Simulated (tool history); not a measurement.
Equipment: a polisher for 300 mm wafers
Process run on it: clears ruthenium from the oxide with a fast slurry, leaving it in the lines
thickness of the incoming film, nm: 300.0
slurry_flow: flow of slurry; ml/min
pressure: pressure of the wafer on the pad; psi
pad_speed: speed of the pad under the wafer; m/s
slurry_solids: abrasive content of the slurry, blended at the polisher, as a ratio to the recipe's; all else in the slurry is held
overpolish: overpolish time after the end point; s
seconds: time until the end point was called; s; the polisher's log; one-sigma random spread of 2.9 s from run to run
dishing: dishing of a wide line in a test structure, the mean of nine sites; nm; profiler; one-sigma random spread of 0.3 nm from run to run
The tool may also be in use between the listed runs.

run 1 day=0 | slurry_flow=255 pressure=3.1 pad_speed=0.98 slurry_solids=1 overpolish=17 | seconds=71.554 dishing=43.506
run 2 day=0.358 | slurry_flow=255 pressure=2.7 pad_speed=0.86 slurry_solids=1 overpolish=13 | seconds=92.999 dishing=29.397
run 3 day=0.379 | slurry_flow=255 pressure=2.7 pad_speed=0.86 slurry_solids=1 overpolish=20 | seconds=90.079 dishing=41.209
run 4 day=0.475 | slurry_flow=255 pressure=3 pad_speed=0.86 slurry_solids=1 overpolish=20 | seconds=81.337 dishing=44.479
run 5 day=0.688 | slurry_flow=255 pressure=3 pad_speed=1.02 slurry_solids=1 overpolish=20 | seconds=68.417 dishing=49.366
run 6 day=0.767 | slurry_flow=250 pressure=2.7 pad_speed=0.88 slurry_solids=0.95 overpolish=15 | seconds=89.972 dishing=33.781
run 7 day=1.017 | slurry_flow=250 pressure=2.5 pad_speed=0.78 slurry_solids=0.95 overpolish=12 | seconds=109.57 dishing=23.967
run 8 day=1.342 | slurry_flow=250 pressure=2.2 pad_speed=0.76 slurry_solids=0.95 overpolish=11 | seconds=124.15 dishing=19.964

Run 9 comes next. What will it give?
run 9 day=1.7 | slurry_flow=250 pressure=2 pad_speed=0.76 slurry_solids=0.95 overpolish=11 | seconds=? dishing=?

Run 9 came out at seconds 128.38 s, dishing 18.255 nm.

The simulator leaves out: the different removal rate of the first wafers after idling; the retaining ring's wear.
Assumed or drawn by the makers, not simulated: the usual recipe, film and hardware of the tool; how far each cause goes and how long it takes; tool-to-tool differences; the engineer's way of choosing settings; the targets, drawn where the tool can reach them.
